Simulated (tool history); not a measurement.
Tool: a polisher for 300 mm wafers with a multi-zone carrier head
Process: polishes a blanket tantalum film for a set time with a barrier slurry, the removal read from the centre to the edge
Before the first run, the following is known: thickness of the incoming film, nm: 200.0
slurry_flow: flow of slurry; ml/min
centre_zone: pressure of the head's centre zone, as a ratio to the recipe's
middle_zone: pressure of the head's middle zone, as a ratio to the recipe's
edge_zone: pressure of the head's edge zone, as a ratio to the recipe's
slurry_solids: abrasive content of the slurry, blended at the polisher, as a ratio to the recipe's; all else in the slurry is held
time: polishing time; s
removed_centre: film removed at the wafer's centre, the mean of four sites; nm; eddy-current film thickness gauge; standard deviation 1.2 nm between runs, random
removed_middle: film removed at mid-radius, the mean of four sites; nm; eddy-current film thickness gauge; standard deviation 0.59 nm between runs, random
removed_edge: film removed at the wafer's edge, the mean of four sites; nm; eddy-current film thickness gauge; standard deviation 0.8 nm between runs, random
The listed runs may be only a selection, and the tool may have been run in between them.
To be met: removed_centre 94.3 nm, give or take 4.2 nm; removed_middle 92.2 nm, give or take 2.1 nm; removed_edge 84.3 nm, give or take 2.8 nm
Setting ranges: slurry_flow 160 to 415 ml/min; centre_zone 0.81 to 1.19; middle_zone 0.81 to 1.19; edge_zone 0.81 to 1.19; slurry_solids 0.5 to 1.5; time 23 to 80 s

{"run": 1, "hour": 0.0, "slurry_flow": 265, "centre_zone": 1, "middle_zone": 1, "edge_zone": 1, "slurry_solids": 1, "time": 51, "removed_centre": 62.366, "removed_middle": 61.833, "removed_edge": 62.072}
{"run": 2, "hour": 5.4, "slurry_flow": 265, "centre_zone": 1, "middle_zone": 1, "edge_zone": 1, "slurry_solids": 1, "time": 44, "removed_centre": 54.412, "removed_middle": 53.157, "removed_edge": 54.035}
{"run": 3, "hour": 12.1, "slurry_flow": 275, "centre_zone": 1.02, "middle_zone": 1.02, "edge_zone": 1.02, "slurry_solids": 1.05, "time": 45, "removed_centre": 57.382, "removed_middle": 55.936, "removed_edge": 55.88}
{"run": 4, "hour": 17.1, "slurry_flow": 275, "centre_zone": 1.02, "middle_zone": 1.05, "edge_zone": 1.02, "slurry_solids": 1.05, "time": 45, "removed_centre": 57.012, "removed_middle": 57.779, "removed_edge": 55.253}
{"run": 5, "hour": 25.8, "slurry_flow": 280, "centre_zone": 1.03, "middle_zone": 1.06, "edge_zone": 1.03, "slurry_solids": 1.1, "time": 47, "removed_centre": 61.117, "removed_middle": 61.587, "removed_edge": 58.245}
{"run": 6, "hour": 30.3, "slurry_flow": 280, "centre_zone": 1.04, "middle_zone": 1.06, "edge_zone": 1.04, "slurry_solids": 1.15, "time": 49, "removed_centre": 64.735, "removed_middle": 63.665, "removed_edge": 61.244}
{"run": 7, "hour": 35.1, "slurry_flow": 285, "centre_zone": 1.05, "middle_zone": 1.07, "edge_zone": 1.05, "slurry_solids": 1.2, "time": 51, "removed_centre": 67.468, "removed_middle": 68.135, "removed_edge": 65.913}
{"run": 8, "hour": 38.4, "slurry_flow": 290, "centre_zone": 1.07, "middle_zone": 1.08, "edge_zone": 1.05, "slurry_solids": 1.25, "time": 52, "removed_centre": 72.925, "removed_middle": 69.869, "removed_edge": 66.49}
{"run": 9, "hour": 42.6, "slurry_flow": 295, "centre_zone": 1.08, "middle_zone": 1.09, "edge_zone": 1.06, "slurry_solids": 1.3, "time": 53, "removed_centre": 75.61, "removed_middle": 73.186, "removed_edge": 70.761}
{"run": 10, "hour": 44.2, "slurry_flow": 300, "centre_zone": 1.09, "middle_zone": 1.1, "edge_zone": 1.06, "slurry_solids": 1.35, "time": 54, "removed_centre": 78.583, "removed_middle": 76.369, "removed_edge": 70.832}
{"run": 11, "hour": 52.4, "slurry_flow": 305, "centre_zone": 1.1, "middle_zone": 1.11, "edge_zone": 1.07, "slurry_solids": 1.35, "time": 55, "removed_centre": 80.037, "removed_middle": 77.001, "removed_edge": 72.69}
{"run": 12, "hour": 61.0, "slurry_flow": 305, "centre_zone": 1.1, "middle_zone": 1.12, "edge_zone": 1.07, "slurry_solids": 1.35, "time": 56, "removed_centre": 81.387, "removed_middle": 80.638, "removed_edge": 73.926}
{"run": 13, "hour": 63.5, "slurry_flow": 305, "centre_zone": 1.1, "middle_zone": 1.12, "edge_zone": 1.07, "slurry_solids": 1.35, "time": 56, "removed_centre": 81.29, "removed_middle": 79, "removed_edge": 74.72}
{"run": 14, "hour": 69.3, "slurry_flow": 305, "centre_zone": 1.1, "middle_zone": 1.13, "edge_zone": 1.07, "slurry_solids": 1.35, "time": 57, "removed_centre": 82.62, "removed_middle": 82.325, "removed_edge": 76.15}
{"run": 15, "hour": 77.8, "slurry_flow": 305, "centre_zone": 1.11, "middle_zone": 1.14, "edge_zone": 1.08, "slurry_solids": 1.35, "time": 57, "removed_centre": 83.543, "removed_middle": 82.266, "removed_edge": 75.4}

Next run, 4 choices. One meets every target within its allowed miss, the rest don't. Which?
{"run": "A", "hour": 86.3, "slurry_flow": 350, "centre_zone": 1.11, "middle_zone": 1.06, "edge_zone": 1.06, "slurry_solids": 1.4, "time": 63, "removed_centre": "?", "removed_middle": "?", "removed_edge": "?"}
{"run": "B", "hour": 86.3, "slurry_flow": 325, "centre_zone": 1.06, "middle_zone": 1.19, "edge_zone": 1.1, "slurry_solids": 0.95, "time": 62, "removed_centre": "?", "removed_middle": "?", "removed_edge": "?"}
{"run": "C", "hour": 86.3, "slurry_flow": 245, "centre_zone": 1.15, "middle_zone": 1.17, "edge_zone": 1.11, "slurry_solids": 1.2, "time": 65, "removed_centre": "?", "removed_middle": "?", "removed_edge": "?"}
{"run": "D", "hour": 86.3, "slurry_flow": 310, "centre_zone": 1.14, "middle_zone": 1.1, "edge_zone": 1.01, "slurry_solids": 1.25, "time": 71, "removed_centre": "?", "removed_middle": "?", "removed_edge": "?"}

move=A removed_centre=92.453 removed_middle=87.049 removed_edge=84.547
move=B removed_centre=80.386 removed_middle=87.554 removed_edge=78.39
move=C removed_centre=93.008 removed_middle=92.165 removed_edge=84.685
move=D removed_centre=103.79 removed_middle=98.253 removed_edge=90.45
A: closer than the last run, but not yet in spec
B: closer than the last run, but not yet in spec
C: every result within its allowed miss
D: carries the result that was furthest off beyond its target, to the other side
The move that meets every target is C.
